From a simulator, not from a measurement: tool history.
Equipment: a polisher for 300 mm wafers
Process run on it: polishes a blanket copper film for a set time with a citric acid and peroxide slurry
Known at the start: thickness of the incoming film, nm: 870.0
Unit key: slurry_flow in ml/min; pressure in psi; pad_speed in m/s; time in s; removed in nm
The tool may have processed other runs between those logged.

| run | day | slurry_flow | pressure | pad_speed | slurry_solids | time | removed |
|---|---|---|---|---|---|---|---|
| 1 | 0 | 150 | 3.3 | 0.76 | 1 | 25 | 53.069 |
| 2 | 0.133 | 150 | 3.3 | 0.76 | 1.15 | 25 | 54.966 |
| 3 | 0.321 | 150 | 3.3 | 0.76 | 1.15 | 25 | 55.351 |
| 4 | 0.346 | 145 | 3.1 | 0.76 | 1.15 | 25 | 51.576 |
| 5 | 0.592 | 145 | 3.1 | 0.68 | 1.15 | 25 | 47.226 |
| 6 | 0.879 | 145 | 3.5 | 0.68 | 1.15 | 25 | 54.044 |
| 7 | 1.225 | 145 | 3.3 | 0.68 | 1.15 | 25 | 51.526 |
| 8 | 1.504 | 145 | 3.1 | 0.68 | 1.15 | 25 | 48.312 |

Predict the results of run 9:
| 9 | 1.621 | 145 | 3 | 0.68 | 1.15 | 25 | ? |

removed: 46.558 nm

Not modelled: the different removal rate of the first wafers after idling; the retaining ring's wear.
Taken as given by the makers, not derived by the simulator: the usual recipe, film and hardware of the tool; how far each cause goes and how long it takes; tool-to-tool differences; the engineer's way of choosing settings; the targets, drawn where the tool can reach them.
